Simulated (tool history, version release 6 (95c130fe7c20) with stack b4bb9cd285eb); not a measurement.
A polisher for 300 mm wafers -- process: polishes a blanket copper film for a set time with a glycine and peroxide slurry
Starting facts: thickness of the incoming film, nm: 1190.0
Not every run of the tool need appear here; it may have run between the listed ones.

run,hour,flow of slurry (ml/min),pressure of the wafer on the pad (psi),speed of the pad under the wafer (m/s),polishing time (s),film removed (nm)
1,0,315,2.7,0.9,83,381.81
2,5.2,315,2.4,0.88,83,339.87
3,14.2,315,2.2,0.86,83,313.45
4,19.5,315,2.2,0.86,83,321.36
5,26.3,315,2,0.84,83,289.31
6,34.2,315,2,0.84,87,308.9

Estimate the outcome of run 7 from the log above:
7,41.2,315,1.3,0.8,87,?

film removed (nm): 217.34

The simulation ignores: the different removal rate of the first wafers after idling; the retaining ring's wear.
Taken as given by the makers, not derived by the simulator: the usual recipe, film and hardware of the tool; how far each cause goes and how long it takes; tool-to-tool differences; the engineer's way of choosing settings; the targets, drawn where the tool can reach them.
